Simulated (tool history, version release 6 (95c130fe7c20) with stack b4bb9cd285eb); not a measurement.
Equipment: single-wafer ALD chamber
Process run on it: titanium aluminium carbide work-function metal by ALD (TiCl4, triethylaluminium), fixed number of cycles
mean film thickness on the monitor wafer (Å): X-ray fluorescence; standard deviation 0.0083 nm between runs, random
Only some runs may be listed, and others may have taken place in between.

| run | day | heater temperature setpoint (deg C) | triethylaluminium pulse time (s) | mean film thickness on the monitor wafer (Å) |
|---|---|---|---|---|
| 1 | 0 | 300 | 8.58 | 22.603 |
| 2 | 0.254 | 307 | 8.58 | 23.075 |
| 3 | 0.592 | 317 | 8.58 | 24.239 |
| 4 | 0.867 | 307 | 8.58 | 23.229 |
| 5 | 1.15 | 300 | 8.09 | 22.418 |
| 6 | 1.358 | 304 | 8.09 | 22.919 |
| 7 | 1.554 | 297 | 7.43 | 22.016 |

Run 8 has not been measured yet. What should we expect?
| 8 | 1.625 | 293 | 7.04 | ? |

mean film thickness on the monitor wafer (Å): 21.477

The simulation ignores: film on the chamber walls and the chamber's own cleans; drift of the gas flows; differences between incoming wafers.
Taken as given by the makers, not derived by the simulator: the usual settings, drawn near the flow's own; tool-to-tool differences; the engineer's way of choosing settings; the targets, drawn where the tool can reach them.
